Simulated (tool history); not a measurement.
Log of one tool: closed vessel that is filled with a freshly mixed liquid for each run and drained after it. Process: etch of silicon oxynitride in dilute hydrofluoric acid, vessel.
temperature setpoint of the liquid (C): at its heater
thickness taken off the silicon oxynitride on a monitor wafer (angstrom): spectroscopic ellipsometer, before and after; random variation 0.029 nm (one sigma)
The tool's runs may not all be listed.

| run | day | temperature setpoint of the liquid (C) | parts of water to one part of 49 % hydrofluoric acid (parts by volume) | time in the liquid (s) | thickness taken off the silicon oxynitride on a monitor wafer (angstrom) |
|---|---|---|---|---|---|
| 1 | 0 | 22 | 235 | 3070 | 162.78 |
| 2 | 0.171 | 25.5 | 235 | 3070 | 190.83 |
| 3 | 0.267 | 25.5 | 265 | 3070 | 164.86 |
| 4 | 0.429 | 23.5 | 275 | 3070 | 144.4 |
| 5 | 0.467 | 23.5 | 310 | 3070 | 125.74 |
| 6 | 0.708 | 26.5 | 310 | 3070 | 141.58 |
| 7 | 0.762 | 24.5 | 315 | 3070 | 127.97 |
| 8 | 0.95 | 23 | 320 | 3070 | 117.69 |

Run 9 comes next. What will it give?
| 9 | 1.292 | 19 | 335 | 3070 | ? |

thickness taken off the silicon oxynitride on a monitor wafer (angstrom): 94.642

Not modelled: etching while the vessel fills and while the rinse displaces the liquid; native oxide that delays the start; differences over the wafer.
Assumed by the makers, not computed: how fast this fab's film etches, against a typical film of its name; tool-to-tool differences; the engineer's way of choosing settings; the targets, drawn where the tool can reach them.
